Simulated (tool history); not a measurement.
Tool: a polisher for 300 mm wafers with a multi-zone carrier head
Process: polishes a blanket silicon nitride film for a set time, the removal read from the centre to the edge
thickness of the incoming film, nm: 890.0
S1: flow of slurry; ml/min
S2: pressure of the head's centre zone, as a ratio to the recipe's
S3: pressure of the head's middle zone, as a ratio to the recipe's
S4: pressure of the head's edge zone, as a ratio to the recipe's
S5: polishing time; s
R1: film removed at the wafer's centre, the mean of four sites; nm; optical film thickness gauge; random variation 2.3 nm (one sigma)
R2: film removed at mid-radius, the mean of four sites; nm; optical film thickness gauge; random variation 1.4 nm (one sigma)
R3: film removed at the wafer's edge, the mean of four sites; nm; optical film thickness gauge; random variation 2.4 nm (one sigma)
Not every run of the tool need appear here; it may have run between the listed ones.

{"run": 1, "day": 0.0, "S1": 250, "S2": 1, "S3": 1, "S4": 1, "S5": 58, "R1": 124.38, "R2": 120.63, "R3": 122.55}
{"run": 2, "day": 0.042, "S1": 250, "S2": 1, "S3": 1, "S4": 1, "S5": 65, "R1": 135.05, "R2": 135.04, "R3": 134.25}
{"run": 3, "day": 0.071, "S1": 250, "S2": 1, "S3": 1.04, "S4": 1, "S5": 65, "R1": 132.18, "R2": 140.76, "R3": 135.52}
{"run": 4, "day": 0.3, "S1": 250, "S2": 1, "S3": 0.96, "S4": 1, "S5": 65, "R1": 137.36, "R2": 130.61, "R3": 132.53}
{"run": 5, "day": 0.35, "S1": 250, "S2": 1, "S3": 0.96, "S4": 1.04, "S5": 65, "R1": 132.97, "R2": 129.27, "R3": 138.95}
{"run": 6, "day": 0.538, "S1": 260, "S2": 1.04, "S3": 1.01, "S4": 1.05, "S5": 67, "R1": 144.51, "R2": 142.16, "R3": 142.98}
{"run": 7, "day": 0.796, "S1": 270, "S2": 1.06, "S3": 1.04, "S4": 1.08, "S5": 69, "R1": 156.26, "R2": 150.1, "R3": 146.89}

Run 8 is up next; what results do you expect?
{"run": 8, "day": 0.996, "S1": 270, "S2": 1.05, "S3": 1.06, "S4": 1.1, "S5": 71, "R1": "?", "R2": "?", "R3": "?"}

R1: 158.24 nm
R2: 158.83 nm
R3: 154.51 nm
